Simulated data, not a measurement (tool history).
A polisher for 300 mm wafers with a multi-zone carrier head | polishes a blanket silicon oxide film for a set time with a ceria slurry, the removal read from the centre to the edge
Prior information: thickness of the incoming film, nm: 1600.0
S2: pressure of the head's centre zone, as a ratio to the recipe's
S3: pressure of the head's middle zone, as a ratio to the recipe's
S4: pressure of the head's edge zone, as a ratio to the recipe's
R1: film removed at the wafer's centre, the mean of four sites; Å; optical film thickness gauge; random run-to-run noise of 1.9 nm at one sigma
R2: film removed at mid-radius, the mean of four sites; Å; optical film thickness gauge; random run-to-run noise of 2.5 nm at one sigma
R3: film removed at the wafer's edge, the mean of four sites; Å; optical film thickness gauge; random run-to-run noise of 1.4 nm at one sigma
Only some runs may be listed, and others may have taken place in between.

run 1 hour=0 | flow_of_slurry_(ml/min)=205 S2=1 S3=1 S4=1 polishing_time_(s)=37 | R1=1352.5 R2=1352.3 R3=1387.5
run 2 hour=8.2 | flow_of_slurry_(ml/min)=205 S2=1.04 S3=1 S4=1 polishing_time_(s)=37 | R1=1388.7 R2=1365.8 R3=1408.9
run 3 hour=9.7 | flow_of_slurry_(ml/min)=205 S2=1.04 S3=0.95 S4=1 polishing_time_(s)=37 | R1=1417.7 R2=1327.3 R3=1402.6
run 4 hour=16 | flow_of_slurry_(ml/min)=245 S2=1.04 S3=0.95 S4=1 polishing_time_(s)=37 | R1=1479.3 R2=1372.4 R3=1457
run 5 hour=23.7 | flow_of_slurry_(ml/min)=245 S2=0.99 S3=0.95 S4=1 polishing_time_(s)=37 | R1=1418.5 R2=1362.4 R3=1448.5
run 6 hour=24.8 | flow_of_slurry_(ml/min)=245 S2=0.99 S3=0.95 S4=1 polishing_time_(s)=43 | R1=1616.8 R2=1573.8 R3=1694.8
run 7 hour=33 | flow_of_slurry_(ml/min)=250 S2=0.98 S3=0.98 S4=1.03 polishing_time_(s)=44 | R1=1660.5 R2=1659.5 R3=1757.5
run 8 hour=39.2 | flow_of_slurry_(ml/min)=255 S2=0.96 S3=1 S4=1.05 polishing_time_(s)=45 | R1=1657.3 R2=1759 R3=1807.1
run 9 hour=43.4 | flow_of_slurry_(ml/min)=260 S2=0.95 S3=1 S4=1.07 polishing_time_(s)=46 | R1=1711.2 R2=1765.7 R3=1873.5
run 10 hour=51.5 | flow_of_slurry_(ml/min)=265 S2=0.93 S3=1.01 S4=1.08 polishing_time_(s)=47 | R1=1679.9 R2=1862.1 R3=1958.4

Run 11 comes next. What will it give?
run 11 hour=53.3 | flow_of_slurry_(ml/min)=270 S2=0.93 S3=1.02 S4=1.09 polishing_time_(s)=47 | R1=? R2=? R3=?

{"run 11": {"R1": 1664.8, "R2": 1896, "R3": 1951.4}}
